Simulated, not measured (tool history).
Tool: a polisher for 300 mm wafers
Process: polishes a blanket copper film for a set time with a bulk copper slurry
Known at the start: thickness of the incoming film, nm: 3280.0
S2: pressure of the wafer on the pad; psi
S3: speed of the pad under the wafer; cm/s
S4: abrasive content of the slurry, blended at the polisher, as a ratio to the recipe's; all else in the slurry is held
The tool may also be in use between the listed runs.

Run 1, hour 0: flow of slurry (ml/min) 280, S2 2.6 psi, S3 130 cm/s, S4 1, polishing time (s) 119. Result: film removed (Å) 12770.
Run 2, hour 5.3: flow of slurry (ml/min) 280, S2 2.6 psi, S3 130 cm/s, S4 1.15, polishing time (s) 119. Result: film removed (Å) 13314.
Run 3, hour 8: flow of slurry (ml/min) 280, S2 3 psi, S3 132 cm/s, S4 1.15, polishing time (s) 119. Result: film removed (Å) 15431.
Run 4, hour 16.8: flow of slurry (ml/min) 215, S2 3 psi, S3 132 cm/s, S4 1.15, polishing time (s) 119. Result: film removed (Å) 14635.
Run 5, hour 18.1: flow of slurry (ml/min) 215, S2 3 psi, S3 132 cm/s, S4 1.3, polishing time (s) 119. Result: film removed (Å) 15725.
Run 6, hour 21.8: flow of slurry (ml/min) 220, S2 3.3 psi, S3 134 cm/s, S4 1.3, polishing time (s) 119. Result: film removed (Å) 17727.
Run 7, hour 24.8: flow of slurry (ml/min) 225, S2 3.5 psi, S3 134 cm/s, S4 1.3, polishing time (s) 119. Result: film removed (Å) 18294.
Run 8, hour 32.9: flow of slurry (ml/min) 225, S2 3.6 psi, S3 136 cm/s, S4 1.3, polishing time (s) 119. Result: film removed (Å) 19500.
Run 9, hour 38.2: flow of slurry (ml/min) 225, S2 3.7 psi, S3 136 cm/s, S4 1.3, polishing time (s) 119. Result: film removed (Å) 20423.

The next listed run, before its measurement:
Run 10, hour 42.3: flow of slurry (ml/min) 225, S2 3.8 psi, S3 136 cm/s, S4 1.3, polishing time (s) 119. Result: film removed (Å) ?.

{"run 10": {"film removed (Å)": 20353}}
